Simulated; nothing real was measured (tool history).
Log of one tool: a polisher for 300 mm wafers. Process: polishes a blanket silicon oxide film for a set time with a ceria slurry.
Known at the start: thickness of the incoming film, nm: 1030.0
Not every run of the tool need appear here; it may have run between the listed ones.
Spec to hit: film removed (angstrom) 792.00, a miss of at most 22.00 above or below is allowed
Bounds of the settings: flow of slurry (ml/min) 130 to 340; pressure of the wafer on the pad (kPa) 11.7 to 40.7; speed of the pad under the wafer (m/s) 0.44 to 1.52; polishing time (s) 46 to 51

run	hour	flow of slurry (ml/min)	pressure of the wafer on the pad (kPa)	speed of the pad under the wafer (m/s)	polishing time (s)	film removed (angstrom)
1	0.0	220	26.2	0.98	51	2681.00
2	0.6	210	24.1	0.90	50	2286.60
3	4.5	210	24.1	0.90	51	2275.10
4	8.9	200	22.1	0.84	50	1894.10
5	12.9	195	20.7	0.78	50	1654.20
6	18.9	190	19.3	0.74	50	1480.40
7	19.6	185	17.9	0.70	50	1296.50
8	20.3	180	17.2	0.68	50	1207.40
9	25.4	175	16.5	0.66	50	1120.20
10	33.6	150	11.7	0.52	50	625.11
11	39.5	160	11.7	0.52	50	637.02
12	41.6	160	11.7	0.52	50	636.58
13	42.3	175	11.7	0.52	50	655.72
14	48.6	175	11.7	0.52	50	648.13
15	56.1	205	17.2	0.52	50	964.36

Of the 5 settings listed for the next run, only one would bring every result within its allowed miss of target. Which one?
A	63.6	225	17.2	0.50	46	?
B	63.6	205	17.2	0.58	50	?
C	63.6	190	11.7	0.68	47	?
D	63.6	230	17.9	0.44	49	?
E	63.6	230	15.2	0.52	51	?

move	film removed (angstrom)
A	851.14
B	1051.30
C	789.56
D	837.13
E	869.44
A: an improvement on the last run, though not all results are within tolerance
B: moves away from the targets compared with the last run
C: in spec on every target
D: an improvement on the last run, though not all results are within tolerance
E: an improvement on the last run, though not all results are within tolerance
Answer: C
